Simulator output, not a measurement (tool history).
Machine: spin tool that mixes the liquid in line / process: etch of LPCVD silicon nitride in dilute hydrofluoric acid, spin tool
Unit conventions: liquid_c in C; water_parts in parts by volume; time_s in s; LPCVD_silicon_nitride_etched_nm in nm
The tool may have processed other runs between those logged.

run	hour	liquid_c	water_parts	time_s	LPCVD_silicon_nitride_etched_nm
1	0.0	23.0	95	315	1.8340
2	5.1	21.5	95	315	1.6777
3	7.5	21.5	125	315	1.3846
4	9.9	22.5	115	320	1.5770
5	17.1	22.5	115	335	1.6813
6	21.8	22.5	85	335	2.2272
7	25.5	23.0	80	335	2.4656
8	32.0	23.5	80	335	2.5796

The next listed run, before its measurement:
9	39.4	24.0	80	335	?

Run 9 produced LPCVD_silicon_nitride_etched_nm 2.7279 nm.

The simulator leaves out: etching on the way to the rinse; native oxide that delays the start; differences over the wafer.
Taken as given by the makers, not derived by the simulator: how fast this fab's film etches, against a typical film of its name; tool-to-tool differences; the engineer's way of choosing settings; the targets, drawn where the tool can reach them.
